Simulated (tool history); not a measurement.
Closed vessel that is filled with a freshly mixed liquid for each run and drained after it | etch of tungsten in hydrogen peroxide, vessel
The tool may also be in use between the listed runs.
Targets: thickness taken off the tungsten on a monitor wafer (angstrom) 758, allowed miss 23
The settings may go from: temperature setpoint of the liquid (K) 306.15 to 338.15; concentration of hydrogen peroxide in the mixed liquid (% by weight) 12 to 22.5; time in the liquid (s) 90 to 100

run    day  temperature setpoint of the liquid (K)  concentration of hydrogen peroxide in the mixed liquid (% by weight)  time in the liquid (s)  thickness taken off the tungsten on a monitor wafer (angstrom)
  1      0                                  322.15                                                                  15.5                      90                                                          1152.9
  2  0.142                                  321.15                                                                  15.5                      90                                                          1087.6
  3  0.217                                  321.15                                                                  15.5                     100                                                          1199.9
  4  0.379                                  320.15                                                                  15.5                     100                                                          1142.9
  5   0.65                                  326.15                                                                  15.5                     100                                                          1607.4
  6  0.871                                  326.15                                                                    17                     100                                                            1715
  7  1.154                                  326.15                                                                    17                     100                                                          1719.1
  8  1.467                                  324.15                                                                    17                     100                                                          1497.7
  9  1.662                                  322.65                                                                    17                     100                                                          1385.2
 10  1.883                                  314.65                                                                  16.5                     100                                                          826.16

Which of these 4 next moves meets every target?
  A  2.104                                  311.65                                                                  17.5                     100                                                               ?
  B  2.104                                  314.65                                                                  14.5                      90                                                               ?
  C  2.104                                  314.15                                                                  14.5                     100                                                               ?
  D  2.104                                  312.65                                                                    17                      95                                                               ?

move  thickness taken off the tungsten on a monitor wafer (angstrom)
   A                                                          705.24
   B                                                          700.21
   C                                                          753.67
   D                                                          704.32
A: takes the result that was furthest off past its target
B: takes the result that was furthest off past its target
C: meets every target
D: takes the result that was furthest off past its target
Move C is the one to make.
